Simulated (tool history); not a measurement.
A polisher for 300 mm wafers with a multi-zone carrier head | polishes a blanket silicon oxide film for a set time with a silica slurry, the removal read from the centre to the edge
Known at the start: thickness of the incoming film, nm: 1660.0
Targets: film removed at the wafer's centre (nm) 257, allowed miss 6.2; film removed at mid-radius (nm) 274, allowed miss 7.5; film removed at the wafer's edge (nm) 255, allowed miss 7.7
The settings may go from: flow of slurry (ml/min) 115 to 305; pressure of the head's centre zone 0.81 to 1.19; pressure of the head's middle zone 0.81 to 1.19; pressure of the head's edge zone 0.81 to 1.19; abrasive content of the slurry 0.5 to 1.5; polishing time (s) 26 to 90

run	hour	flow of slurry (ml/min)	pressure of the head's centre zone	pressure of the head's middle zone	pressure of the head's edge zone	abrasive content of the slurry	polishing time (s)	film removed at the wafer's centre (nm)	film removed at mid-radius (nm)	film removed at the wafer's edge (nm)
1	0	195	1	1	1	1	58	165.45	161.94	163.94
2	1.5	195	1	0.97	1	1	58	166.39	158.8	165.75
3	2.4	195	1	1.01	1	1	58	166.17	167.06	165
4	9.7	195	0.96	1.01	1	1	58	159.94	163.81	165.19
5	14.7	205	0.98	1.03	1.03	1.1	59	173.41	177.31	175.73
6	20.4	205	0.99	1.05	1.05	1.2	61	187.74	194.01	189.15
7	22.9	210	1	1.06	1.07	1.25	63	197.3	204.23	200.58
8	23.9	215	1.01	1.08	1.08	1.3	64	205.61	216.22	210.72
9	28.1	225	1.03	1.1	1.09	1.35	65	218.94	225.57	216.8
10	35	230	1.03	1.11	1.1	1.4	66	223.85	233.77	222.56
11	37.4	230	1.04	1.12	1.11	1.4	67	230.43	241.94	231.85
12	41.5	235	1.05	1.13	1.12	1.4	67	233.27	243.78	228.49
13	45.7	235	1.05	1.14	1.13	1.4	68	235.89	249.59	234.17
# hour 49.1: worn pad replaced by a new one
14	49.1	240	1.05	1.15	1.14	1.4	68	267.27	286.49	269.15

4 next moves are on the table. One of them brings every result within its allowed miss. Which?
A	52.5	250	1.18	1.15	0.99	1.35	66	?	?	?
B	52.5	235	1.11	1.09	1.16	1.5	67	?	?	?
C	52.5	290	0.85	1.19	1.15	1.5	69	?	?	?
D	52.5	235	1.06	1.17	1.15	1.45	64	?	?	?

move	film removed at the wafer's centre (nm)	film removed at mid-radius (nm)	film removed at the wafer's edge (nm)
A	287.47	272.83	239.6
B	284.58	272.2	271.62
C	240.72	309.8	283.04
D	258.56	273.28	255.11
A: takes the result that was furthest off past its target
B: further off than the last run
C: further off than the last run
D: meets every target
Answer: D
